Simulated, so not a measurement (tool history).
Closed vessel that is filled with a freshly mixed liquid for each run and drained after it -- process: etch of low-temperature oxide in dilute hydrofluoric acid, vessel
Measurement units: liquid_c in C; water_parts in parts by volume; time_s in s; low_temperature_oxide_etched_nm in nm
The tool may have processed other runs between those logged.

run  hour  liquid_c  water_parts  time_s  low_temperature_oxide_etched_nm
  1     0        23          100     105                           20.552
  2   7.8        20          100     105                           18.158
  3    16        22           85     105                           23.653
  4  19.8        24           85     105                           25.737
  5  21.4      25.5           85     105                           27.246
  6  30.6      26.5           75     105                           32.707
  7  35.6      27.5           65     105                           39.747
  8  42.1        28           60     105                           44.167
  9    45        31           30     105                           103.69
 10  52.9        30           30     105                           99.885
 11  61.2        30           30     105                           100.52
 12  69.7        28           30     105                            91.94
 13  78.8        24           30     105                           78.273
 14  87.1        23           30     105                           74.451
 15  89.1      22.5           30     105                           73.391

Expected results for the next run?
 16  92.1        22           30     105                                ?

Run 16 gave low_temperature_oxide_etched_nm 71.561 nm.
